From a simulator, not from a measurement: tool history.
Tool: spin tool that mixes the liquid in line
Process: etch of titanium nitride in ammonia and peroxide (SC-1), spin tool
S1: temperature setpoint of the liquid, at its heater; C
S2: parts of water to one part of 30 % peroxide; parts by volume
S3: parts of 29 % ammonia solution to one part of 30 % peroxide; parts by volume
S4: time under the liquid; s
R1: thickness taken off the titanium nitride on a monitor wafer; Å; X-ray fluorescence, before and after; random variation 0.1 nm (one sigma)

Run 1, day 0.000: S1 58.0 C, S2 15 parts by volume, S3 0.65 parts by volume, S4 275 s. Result: R1 269.26 Å.
Run 2, day 0.367: S1 61.0 C, S2 15 parts by volume, S3 0.65 parts by volume, S4 275 s. Result: R1 323.35 Å.
Run 3, day 0.446: S1 61.0 C, S2 15 parts by volume, S3 0.65 parts by volume, S4 300 s. Result: R1 350.06 Å.
Run 4, day 0.492: S1 61.0 C, S2 15 parts by volume, S3 0.80 parts by volume, S4 300 s. Result: R1 366.48 Å.
Run 5, day 0.550: S1 58.5 C, S2 15 parts by volume, S3 0.80 parts by volume, S4 300 s. Result: R1 310.37 Å.
Run 6, day 0.596: S1 57.0 C, S2 15 parts by volume, S3 0.80 parts by volume, S4 300 s. Result: R1 279.54 Å.
Run 7, day 0.667: S1 55.5 C, S2 15 parts by volume, S3 0.80 parts by volume, S4 300 s. Result: R1 254.09 Å.
Run 8, day 0.975: S1 54.5 C, S2 15 parts by volume, S3 0.80 parts by volume, S4 300 s. Result: R1 237.42 Å.
Run 9, day 1.250: S1 53.5 C, S2 15 parts by volume, S3 0.80 parts by volume, S4 300 s. Result: R1 219.98 Å.
Run 10, day 1.488: S1 52.5 C, S2 15 parts by volume, S3 0.80 parts by volume, S4 300 s. Result: R1 207.86 Å.
Run 11, day 1.775: S1 52.0 C, S2 15 parts by volume, S3 0.80 parts by volume, S4 300 s. Result: R1 200.37 Å.
Run 12, day 1.908: S1 51.5 C, S2 15 parts by volume, S3 0.80 parts by volume, S4 300 s. Result: R1 194.18 Å.

Estimate the outcome of run 13 from the log above:
Run 13, day 2.129: S1 47.0 C, S2 15 parts by volume, S3 0.80 parts by volume, S4 300 s. Result: R1 ?.

R1: 142.08 Å
